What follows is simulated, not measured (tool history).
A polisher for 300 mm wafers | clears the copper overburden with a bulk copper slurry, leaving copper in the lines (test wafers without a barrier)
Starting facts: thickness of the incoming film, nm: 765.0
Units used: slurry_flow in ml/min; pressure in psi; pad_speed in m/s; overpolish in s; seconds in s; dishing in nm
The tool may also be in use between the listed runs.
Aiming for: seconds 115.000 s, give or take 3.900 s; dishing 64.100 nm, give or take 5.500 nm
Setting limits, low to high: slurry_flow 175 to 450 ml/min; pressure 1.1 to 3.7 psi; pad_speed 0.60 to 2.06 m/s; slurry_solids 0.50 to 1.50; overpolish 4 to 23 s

run	hour	slurry_flow	pressure	pad_speed	slurry_solids	overpolish	seconds	dishing
1	0.0	290	2.4	1.32	1.00	12	80.679	59.380
2	4.4	290	2.4	1.50	1.00	12	71.378	63.326
3	9.2	290	2.3	1.50	1.00	13	73.921	66.145
4	10.1	290	2.2	1.50	1.00	14	77.218	66.036
5	17.8	290	2.2	1.50	1.15	14	74.601	69.415
6	25.7	290	2.2	1.50	1.25	14	73.829	69.385
7	29.0	290	2.1	1.50	1.25	15	77.041	68.470
8	32.3	290	2.0	1.50	1.25	16	79.113	67.370
9	35.2	285	1.9	1.46	1.25	17	88.474	70.946
10	39.1	280	1.8	1.46	1.25	17	90.321	67.357
11	40.1	280	1.8	1.46	1.25	17	89.352	66.176
12	47.0	280	1.2	1.44	1.25	20	133.440	56.777

Next run, 4 choices. One meets every target within its allowed miss, the rest don't. Which?
A	53.9	305	1.1	1.38	1.25	22	?	?
B	53.9	230	1.8	1.22	1.25	14	?	?
C	53.9	335	1.3	1.36	1.50	15	?	?
D	53.9	320	1.6	1.32	1.10	21	?	?

move	seconds	dishing
A	148.010	54.316
B	110.540	51.446
C	123.220	48.477
D	113.960	65.125
A: the biggest miss grows against the last run
B: carries the result that was furthest off beyond its target, to the other side
C: nearer the targets than the last run, but a result is still out of spec
D: each result inside its tolerance
So the answer is move D, the one that meets all the targets.
